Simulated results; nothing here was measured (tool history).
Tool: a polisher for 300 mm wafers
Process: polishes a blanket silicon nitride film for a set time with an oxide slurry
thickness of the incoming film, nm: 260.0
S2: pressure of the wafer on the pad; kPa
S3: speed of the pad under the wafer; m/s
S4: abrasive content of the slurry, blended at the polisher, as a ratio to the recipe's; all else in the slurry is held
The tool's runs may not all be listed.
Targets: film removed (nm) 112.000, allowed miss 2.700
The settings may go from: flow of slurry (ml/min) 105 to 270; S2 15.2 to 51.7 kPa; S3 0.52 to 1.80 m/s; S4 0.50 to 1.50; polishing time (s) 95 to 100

Run 1, hour 0.0: flow of slurry (ml/min) 175, S2 33.1 kPa, S3 1.16 m/s, S4 1.00, polishing time (s) 95. Result: film removed (nm) 101.980.
Run 2, hour 3.6: flow of slurry (ml/min) 185, S2 33.8 kPa, S3 1.16 m/s, S4 1.00, polishing time (s) 95. Result: film removed (nm) 103.800.
Run 3, hour 4.7: flow of slurry (ml/min) 185, S2 34.5 kPa, S3 1.16 m/s, S4 1.00, polishing time (s) 95. Result: film removed (nm) 106.350.
Run 4, hour 12.7: flow of slurry (ml/min) 185, S2 34.5 kPa, S3 0.94 m/s, S4 1.00, polishing time (s) 95. Result: film removed (nm) 90.463.
Run 5, hour 14.5: flow of slurry (ml/min) 190, S2 36.5 kPa, S3 0.94 m/s, S4 1.00, polishing time (s) 95. Result: film removed (nm) 94.296.
Run 6, hour 22.0: flow of slurry (ml/min) 190, S2 36.5 kPa, S3 0.94 m/s, S4 1.20, polishing time (s) 95. Result: film removed (nm) 101.900.
Run 7, hour 23.8: flow of slurry (ml/min) 190, S2 37.2 kPa, S3 0.94 m/s, S4 1.20, polishing time (s) 95. Result: film removed (nm) 104.140.
Run 8, hour 25.9: flow of slurry (ml/min) 190, S2 37.9 kPa, S3 0.94 m/s, S4 1.20, polishing time (s) 95. Result: film removed (nm) 106.600.
Run 9, hour 26.8: flow of slurry (ml/min) 190, S2 38.6 kPa, S3 0.94 m/s, S4 1.20, polishing time (s) 95. Result: film removed (nm) 108.530.

Which of these 4 next moves meets every target?
Run A, hour 27.7: flow of slurry (ml/min) 215, S2 36.5 kPa, S3 1.14 m/s, S4 1.00, polishing time (s) 95. Result: film removed (nm) ?.
Run B, hour 27.7: flow of slurry (ml/min) 160, S2 31.0 kPa, S3 1.38 m/s, S4 0.95, polishing time (s) 95. Result: film removed (nm) ?.
Run C, hour 27.7: flow of slurry (ml/min) 195, S2 35.2 kPa, S3 1.02 m/s, S4 1.40, polishing time (s) 100. Result: film removed (nm) ?.
Run D, hour 27.7: flow of slurry (ml/min) 215, S2 44.8 kPa, S3 0.84 m/s, S4 1.15, polishing time (s) 99. Result: film removed (nm) ?.

move  film removed (nm)
   A            112.350
   B            105.430
   C            118.060
   D            118.730
A: meets every target
B: further off than the last run
C: takes the result that was furthest off past its target
D: takes the result that was furthest off past its target
Move A is the one to make.
